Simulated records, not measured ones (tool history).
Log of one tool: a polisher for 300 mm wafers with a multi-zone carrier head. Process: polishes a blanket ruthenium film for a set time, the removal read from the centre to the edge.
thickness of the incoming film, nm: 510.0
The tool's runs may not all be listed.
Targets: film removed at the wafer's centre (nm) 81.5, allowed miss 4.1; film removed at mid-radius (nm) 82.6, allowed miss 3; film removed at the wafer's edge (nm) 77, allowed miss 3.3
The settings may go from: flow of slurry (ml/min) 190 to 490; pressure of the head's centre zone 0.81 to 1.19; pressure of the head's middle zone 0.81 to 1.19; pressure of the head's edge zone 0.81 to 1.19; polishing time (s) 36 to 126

run  hour  flow of slurry (ml/min)  pressure of the head's centre zone  pressure of the head's middle zone  pressure of the head's edge zone  polishing time (s)  film removed at the wafer's centre (nm)  film removed at mid-radius (nm)  film removed at the wafer's edge (nm)
  1     0                      315                                   1                                   1                                 1                  81                                   73.304                           67.775                                 67.181
  2     3                      315                                   1                                   1                                 1                  68                                   61.871                           57.392                                 55.808
  3   5.2                      385                                   1                                   1                                 1                  68                                   62.596                           58.504                                 56.985
  4  10.7                      385                                   1                                   1                              1.04                  68                                   61.491                           57.825                                 57.217
  5  15.2                      385                                   1                                1.02                              1.04                  72                                   66.816                           64.066                                 61.769
  6  21.6                      385                                   1                                1.03                              1.06                  74                                   66.436                           64.805                                 64.455
  7  24.6                      385                                1.02                                1.06                              1.06                  76                                   68.837                            68.74                                 63.159
     30.4  -- edge zone pressure recalibrated
  8  30.4                      385                                1.02                                1.06                              1.07                  79                                   75.453                           70.398                                 71.643
  9    36                      390                                1.02                                1.08                              1.07                  80                                   74.762                           74.229                                 74.039
 10  41.5                      395                                1.03                                1.09                              1.06                  80                                   75.927                           73.449                                 72.996
 11  42.5                      390                                1.03                                1.11                              1.03                  81                                   76.216                           75.173                                 73.417
 12  43.3                      390                                1.03                                1.13                              1.01                  82                                   76.215                            79.19                                 72.906
 13  49.8                      390                                1.04                                1.14                              1.02                  82                                   78.298                           80.073                                  74.63

Which of these 4 next moves meets every target?
  A  56.3                      380                                1.05                                1.15                              1.06                  85                                        ?                                ?                                      ?
  B  56.3                      400                                0.99                                1.19                              0.98                  80                                        ?                                ?                                      ?
  C  56.3                      370                                1.13                                1.08                              1.04                  84                                        ?                                ?                                      ?
  D  56.3                      410                                0.95                                1.01                              1.19                  87                                        ?                                ?                                      ?

move  film removed at the wafer's centre (nm)  film removed at mid-radius (nm)  film removed at the wafer's edge (nm)
   A                                    81.43                           82.192                                  78.95
   B                                   72.576                           80.038                                 71.707
   C                                   86.393                           76.763                                 77.228
   D                                   75.775                           75.778                                 86.291
A: meets every target
B: brings the result that was furthest off to its target, and leaves another outside
C: further off than the last run
D: further off than the last run
The right move is A.
